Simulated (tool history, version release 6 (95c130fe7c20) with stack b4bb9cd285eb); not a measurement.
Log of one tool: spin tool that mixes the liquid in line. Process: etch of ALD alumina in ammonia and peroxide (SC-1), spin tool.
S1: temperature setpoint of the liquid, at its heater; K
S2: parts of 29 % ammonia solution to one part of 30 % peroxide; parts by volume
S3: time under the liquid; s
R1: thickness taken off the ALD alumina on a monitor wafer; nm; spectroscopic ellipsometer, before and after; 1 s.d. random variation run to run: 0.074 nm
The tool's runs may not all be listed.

Run 1, day 0.000: S1 325.15 K, S2 0.5 parts by volume, S3 90 s. Result: R1 7.7355 nm.
Run 2, day 0.350: S1 325.15 K, S2 0.5 parts by volume, S3 95 s. Result: R1 8.1800 nm.
Run 3, day 0.608: S1 326.65 K, S2 0.5 parts by volume, S3 95 s. Result: R1 8.8665 nm.
Run 4, day 0.858: S1 328.15 K, S2 0.5 parts by volume, S3 95 s. Result: R1 9.6575 nm.
Run 5, day 1.212: S1 332.15 K, S2 0.5 parts by volume, S3 95 s. Result: R1 11.8620 nm.
Run 6, day 1.417: S1 334.65 K, S2 0.5 parts by volume, S3 95 s. Result: R1 13.4020 nm.
Run 7, day 1.775: S1 333.65 K, S2 0.5 parts by volume, S3 95 s. Result: R1 12.8130 nm.
Run 8, day 1.962: S1 333.15 K, S2 0.5 parts by volume, S3 95 s. Result: R1 12.4990 nm.
Run 9, day 2.171: S1 332.65 K, S2 0.5 parts by volume, S3 95 s. Result: R1 12.2660 nm.

Predict the results of run 10:
Run 10, day 2.546: S1 332.15 K, S2 0.5 parts by volume, S3 95 s. Result: R1 ?.

Run 10 gave R1 11.6940 nm.

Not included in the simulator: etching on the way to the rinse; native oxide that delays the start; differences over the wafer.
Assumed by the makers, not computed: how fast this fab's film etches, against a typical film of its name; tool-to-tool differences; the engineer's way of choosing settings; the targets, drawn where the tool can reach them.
